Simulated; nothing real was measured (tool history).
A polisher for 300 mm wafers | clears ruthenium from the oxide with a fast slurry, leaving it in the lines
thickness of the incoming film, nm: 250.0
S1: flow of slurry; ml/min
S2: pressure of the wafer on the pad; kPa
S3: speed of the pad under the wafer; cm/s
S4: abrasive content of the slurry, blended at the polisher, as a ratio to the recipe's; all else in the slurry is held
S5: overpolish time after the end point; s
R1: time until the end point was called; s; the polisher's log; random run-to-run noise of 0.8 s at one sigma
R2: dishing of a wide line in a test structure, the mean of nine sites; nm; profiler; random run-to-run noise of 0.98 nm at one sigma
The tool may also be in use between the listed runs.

{"run": 1, "hour": 0.0, "S1": 265, "S2": 24.1, "S3": 114, "S4": 1.0, "S5": 30, "R1": 48.037, "R2": 112.35}
{"run": 2, "hour": 9.0, "S1": 265, "S2": 24.1, "S3": 114, "S4": 1.0, "S5": 23, "R1": 45.077, "R2": 89.307}
{"run": 3, "hour": 10.8, "S1": 265, "S2": 24.1, "S3": 114, "S4": 1.0, "S5": 21, "R1": 47.139, "R2": 84.847}
{"run": 4, "hour": 16.7, "S1": 265, "S2": 24.1, "S3": 114, "S4": 0.9, "S5": 21, "R1": 48.378, "R2": 84.779}
{"run": 5, "hour": 18.4, "S1": 265, "S2": 24.1, "S3": 114, "S4": 1.0, "S5": 21, "R1": 46.333, "R2": 87.032}
{"run": 6, "hour": 27.4, "S1": 265, "S2": 23.4, "S3": 114, "S4": 1.05, "S5": 19, "R1": 46.647, "R2": 79.942}
{"run": 7, "hour": 30.3, "S1": 265, "S2": 22.8, "S3": 114, "S4": 1.1, "S5": 18, "R1": 45.629, "R2": 77.015}
{"run": 8, "hour": 38.6, "S1": 265, "S2": 21.4, "S3": 118, "S4": 1.15, "S5": 17, "R1": 47.6, "R2": 75.491}
{"run": 9, "hour": 45.7, "S1": 305, "S2": 28.3, "S3": 86, "S4": 0.9, "S5": 9, "R1": 53.067, "R2": 36.581}
{"run": 10, "hour": 54.7, "S1": 300, "S2": 29.0, "S3": 88, "S4": 0.9, "S5": 9, "R1": 52.106, "R2": 38.114}
{"run": 11, "hour": 59.4, "S1": 295, "S2": 29.6, "S3": 90, "S4": 0.9, "S5": 9, "R1": 50.803, "R2": 39.548}

Run 12 comes next. What will it give?
{"run": 12, "hour": 60.3, "S1": 295, "S2": 29.6, "S3": 90, "S4": 0.9, "S5": 9, "R1": "?", "R2": "?"}

For run 12 the tool returned R1 48.786 s, R2 39.673 nm.
